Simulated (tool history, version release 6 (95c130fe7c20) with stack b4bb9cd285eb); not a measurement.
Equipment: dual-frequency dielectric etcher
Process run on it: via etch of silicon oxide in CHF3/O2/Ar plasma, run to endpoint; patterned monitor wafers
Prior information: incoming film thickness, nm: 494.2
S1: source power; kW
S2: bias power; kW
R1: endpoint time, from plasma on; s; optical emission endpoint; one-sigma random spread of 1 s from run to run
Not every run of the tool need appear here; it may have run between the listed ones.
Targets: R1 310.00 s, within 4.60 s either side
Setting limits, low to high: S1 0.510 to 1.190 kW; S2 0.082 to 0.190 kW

run  hour     S1     S2      R1
  1   0.0  0.850  0.136  240.51
  2   4.1  0.850  0.114  253.21
  3  11.7  0.850  0.104  259.71
  4  14.6  0.850  0.116  252.39
  5  18.2  0.750  0.108  273.79
  6  26.7  0.750  0.128  258.62
  7  34.9  0.670  0.121  276.75
  8  42.2  0.670  0.121  277.13
  9  47.2  0.620  0.118  289.44
 10  51.5  0.590  0.118  295.25
 11  60.2  0.570  0.118  301.47
 12  61.2  0.570  0.118  301.18
 13  63.4  0.560  0.118  301.74

Exactly one of the 4 candidate moves below puts every result within its allowed miss. Which one?
  A  65.6  0.520  0.138   ?
  B  65.6  0.650  0.087   ?
  C  65.6  0.530  0.104   ?
  D  65.6  0.550  0.100   ?

move      R1
   A  297.80
   B  308.74
   C  322.48
   D  320.64
A: misses by more than the last run did
B: all results in spec
C: the result that was furthest off in the last run now lies on the other side of its target
D: the result that was furthest off in the last run now lies on the other side of its target
B meets every target.

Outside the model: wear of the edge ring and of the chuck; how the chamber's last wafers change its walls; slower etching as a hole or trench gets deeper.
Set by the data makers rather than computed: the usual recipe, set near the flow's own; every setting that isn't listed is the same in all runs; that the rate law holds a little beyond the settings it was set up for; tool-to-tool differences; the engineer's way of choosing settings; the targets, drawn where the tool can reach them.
